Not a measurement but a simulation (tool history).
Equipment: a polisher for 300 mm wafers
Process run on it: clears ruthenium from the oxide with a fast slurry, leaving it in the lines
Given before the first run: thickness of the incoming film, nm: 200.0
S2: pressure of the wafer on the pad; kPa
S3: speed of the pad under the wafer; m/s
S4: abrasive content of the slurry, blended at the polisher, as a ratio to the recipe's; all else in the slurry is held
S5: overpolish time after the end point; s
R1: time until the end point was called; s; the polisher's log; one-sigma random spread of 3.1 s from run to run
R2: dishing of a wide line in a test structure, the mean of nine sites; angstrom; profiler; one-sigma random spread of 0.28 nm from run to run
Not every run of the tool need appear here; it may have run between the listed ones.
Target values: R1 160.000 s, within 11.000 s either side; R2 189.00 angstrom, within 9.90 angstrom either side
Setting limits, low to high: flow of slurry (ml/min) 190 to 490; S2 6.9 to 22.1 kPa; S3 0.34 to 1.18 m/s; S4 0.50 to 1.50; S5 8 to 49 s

{"run": 1, "hour": 0.0, "flow of slurry (ml/min)": 315, "S2": 14.5, "S3": 0.76, "S4": 1.0, "S5": 25, "R1": 89.766, "R2": 473.4}
{"run": 2, "hour": 1.2, "flow of slurry (ml/min)": 285, "S2": 14.5, "S3": 0.76, "S4": 1.0, "S5": 25, "R1": 90.602, "R2": 465.78}
{"run": 3, "hour": 6.3, "flow of slurry (ml/min)": 285, "S2": 16.5, "S3": 0.76, "S4": 1.0, "S5": 25, "R1": 77.589, "R2": 536.26}
{"run": 4, "hour": 8.9, "flow of slurry (ml/min)": 285, "S2": 16.5, "S3": 0.58, "S4": 1.0, "S5": 25, "R1": 93.134, "R2": 458.6}
{"hour": 14.1, "done": "slurry nozzle cleaned"}
{"run": 5, "hour": 14.1, "flow of slurry (ml/min)": 240, "S2": 16.5, "S3": 0.58, "S4": 1.0, "S5": 25, "R1": 92.027, "R2": 441.56}
{"run": 6, "hour": 21.6, "flow of slurry (ml/min)": 235, "S2": 15.9, "S3": 0.56, "S4": 1.0, "S5": 23, "R1": 95.589, "R2": 420.66}
{"run": 7, "hour": 23.0, "flow of slurry (ml/min)": 235, "S2": 15.2, "S3": 0.54, "S4": 1.0, "S5": 21, "R1": 105.16, "R2": 352.52}
{"run": 8, "hour": 29.0, "flow of slurry (ml/min)": 240, "S2": 11.0, "S3": 0.52, "S4": 1.0, "S5": 13, "R1": 145.33, "R2": 174.27}
{"run": 9, "hour": 37.3, "flow of slurry (ml/min)": 240, "S2": 11.0, "S3": 0.52, "S4": 1.0, "S5": 14, "R1": 142.28, "R2": 183.99}
{"run": 10, "hour": 40.8, "flow of slurry (ml/min)": 240, "S2": 11.0, "S3": 0.52, "S4": 1.0, "S5": 15, "R1": 139.85, "R2": 205.36}
{"run": 11, "hour": 48.8, "flow of slurry (ml/min)": 240, "S2": 9.7, "S3": 0.52, "S4": 1.0, "S5": 15, "R1": 153.3, "R2": 178.74}
{"run": 12, "hour": 53.2, "flow of slurry (ml/min)": 240, "S2": 9.7, "S3": 0.5, "S4": 1.0, "S5": 18, "R1": 159.67, "R2": 213.71}

Of the 5 settings listed for the next run, only one would bring every result within its allowed miss of target. Which one?
{"run": "A", "hour": 57.6, "flow of slurry (ml/min)": 190, "S2": 8.3, "S3": 0.52, "S4": 1.0, "S5": 16, "R1": "?", "R2": "?"}
{"run": "B", "hour": 57.6, "flow of slurry (ml/min)": 210, "S2": 11.0, "S3": 0.5, "S4": 0.9, "S5": 16, "R1": "?", "R2": "?"}
{"run": "C", "hour": 57.6, "flow of slurry (ml/min)": 195, "S2": 9.0, "S3": 0.72, "S4": 0.85, "S5": 14, "R1": "?", "R2": "?"}
{"run": "D", "hour": 57.6, "flow of slurry (ml/min)": 290, "S2": 11.0, "S3": 0.34, "S4": 1.1, "S5": 14, "R1": "?", "R2": "?"}
{"run": "E", "hour": 57.6, "flow of slurry (ml/min)": 260, "S2": 9.0, "S3": 0.46, "S4": 0.95, "S5": 17, "R1": "?", "R2": "?"}

move=A R1=187.860 R2=159.84
move=B R1=155.590 R2=190.70
move=C R1=161.520 R2=162.50
move=D R1=157.980 R2=165.92
move=E R1=183.200 R2=173.25
A: takes the result that was furthest off past its target
B: all results land within tolerance of their targets
C: takes the result that was furthest off past its target
D: takes the result that was furthest off past its target
E: takes the result that was furthest off past its target
So the answer is move B, the one that meets all the targets.

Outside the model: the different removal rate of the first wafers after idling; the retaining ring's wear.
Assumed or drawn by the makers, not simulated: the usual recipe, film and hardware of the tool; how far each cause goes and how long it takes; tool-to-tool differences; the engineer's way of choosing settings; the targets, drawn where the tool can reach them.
